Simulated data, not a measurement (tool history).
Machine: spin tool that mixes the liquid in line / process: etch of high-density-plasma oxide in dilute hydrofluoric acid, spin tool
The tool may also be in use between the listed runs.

run	hour	temperature setpoint of the liquid (°C)	parts of water to one part of 49 % hydrofluoric acid (parts by volume)	time under the liquid (s)	thickness taken off the high-density-plasma oxide on a monitor wafer (nm)
1	0.0	24.0	100	260	14.874
2	5.5	23.0	100	260	14.124
3	7.2	22.0	100	260	13.611
4	8.8	19.5	100	260	12.263
5	14.1	19.0	100	260	12.161
6	16.8	19.0	100	280	13.153

For run 7, what comes out?
7	25.7	18.5	100	280	?

{"run 7": {"thickness taken off the high-density-plasma oxide on a monitor wafer (nm)": 12.86}}
